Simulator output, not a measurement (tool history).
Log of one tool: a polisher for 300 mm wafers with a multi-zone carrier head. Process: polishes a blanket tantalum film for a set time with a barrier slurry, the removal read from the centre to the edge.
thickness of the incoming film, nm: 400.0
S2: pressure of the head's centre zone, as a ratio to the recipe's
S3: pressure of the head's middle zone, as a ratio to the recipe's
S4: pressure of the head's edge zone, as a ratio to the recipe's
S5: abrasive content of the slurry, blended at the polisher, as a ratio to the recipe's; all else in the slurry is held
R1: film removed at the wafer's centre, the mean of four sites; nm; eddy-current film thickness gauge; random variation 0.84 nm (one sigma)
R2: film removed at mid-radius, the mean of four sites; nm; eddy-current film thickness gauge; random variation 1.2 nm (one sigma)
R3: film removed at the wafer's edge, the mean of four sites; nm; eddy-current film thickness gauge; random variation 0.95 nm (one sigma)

run 1 day=0 | flow_of_slurry_(ml/min)=160 S2=1 S3=1 S4=1 S5=1 polishing_time_(s)=51 | R1=140.71 R2=125.37 R3=127.02
run 2 day=0.329 | flow_of_slurry_(ml/min)=190 S2=1 S3=1 S4=1 S5=1 polishing_time_(s)=51 | R1=144.55 R2=129.26 R3=129.82
run 3 day=0.646 | flow_of_slurry_(ml/min)=160 S2=1 S3=1 S4=1 S5=1 polishing_time_(s)=51 | R1=139.72 R2=122.68 R3=126.15
run 4 day=0.929 | flow_of_slurry_(ml/min)=150 S2=0.99 S3=0.97 S4=0.98 S5=0.95 polishing_time_(s)=51 | R1=135.9 R2=121.88 R3=125.48
run 5 day=1.3 | flow_of_slurry_(ml/min)=150 S2=0.99 S3=0.97 S4=0.93 S5=0.95 polishing_time_(s)=51 | R1=136.56 R2=120.66 R3=120.54
run 6 day=1.45 | flow_of_slurry_(ml/min)=170 S2=0.99 S3=0.97 S4=0.93 S5=0.95 polishing_time_(s)=51 | R1=140.37 R2=123.65 R3=122.51

Run 7 comes next. What will it give?
run 7 day=1.604 | flow_of_slurry_(ml/min)=160 S2=1 S3=0.94 S4=0.93 S5=0.85 polishing_time_(s)=51 | R1=? R2=? R3=?

Run 7 gave R1 136.13 nm, R2 114.64 nm, R3 119.92 nm.

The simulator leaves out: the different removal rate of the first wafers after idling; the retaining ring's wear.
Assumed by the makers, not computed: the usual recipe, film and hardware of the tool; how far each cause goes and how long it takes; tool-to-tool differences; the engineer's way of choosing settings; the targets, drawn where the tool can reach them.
